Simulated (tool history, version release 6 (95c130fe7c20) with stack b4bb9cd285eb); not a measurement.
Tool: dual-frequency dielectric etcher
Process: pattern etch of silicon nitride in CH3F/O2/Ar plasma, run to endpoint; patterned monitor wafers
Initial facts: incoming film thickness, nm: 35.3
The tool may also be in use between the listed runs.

run 1 hour=0 | source_power_(W)=510 bias_power_(W)=80 | endpoint_time_(s)=48.746
run 2 hour=1.8 | source_power_(W)=480 bias_power_(W)=79 | endpoint_time_(s)=50.612
run 3 hour=7.8 | source_power_(W)=460 bias_power_(W)=78 | endpoint_time_(s)=51.636
run 4 hour=15.7 | source_power_(W)=460 bias_power_(W)=64 | endpoint_time_(s)=54.682
run 5 hour=21.8 | source_power_(W)=540 bias_power_(W)=64 | endpoint_time_(s)=50.962
run 6 hour=23.9 | source_power_(W)=590 bias_power_(W)=64 | endpoint_time_(s)=48.531
run 7 hour=27 | source_power_(W)=560 bias_power_(W)=63 | endpoint_time_(s)=49.993

Run 8 comes next. What will it give?
run 8 hour=35.2 | source_power_(W)=530 bias_power_(W)=62 | endpoint_time_(s)=?

Run 8 yielded endpoint time (s) 51.469.

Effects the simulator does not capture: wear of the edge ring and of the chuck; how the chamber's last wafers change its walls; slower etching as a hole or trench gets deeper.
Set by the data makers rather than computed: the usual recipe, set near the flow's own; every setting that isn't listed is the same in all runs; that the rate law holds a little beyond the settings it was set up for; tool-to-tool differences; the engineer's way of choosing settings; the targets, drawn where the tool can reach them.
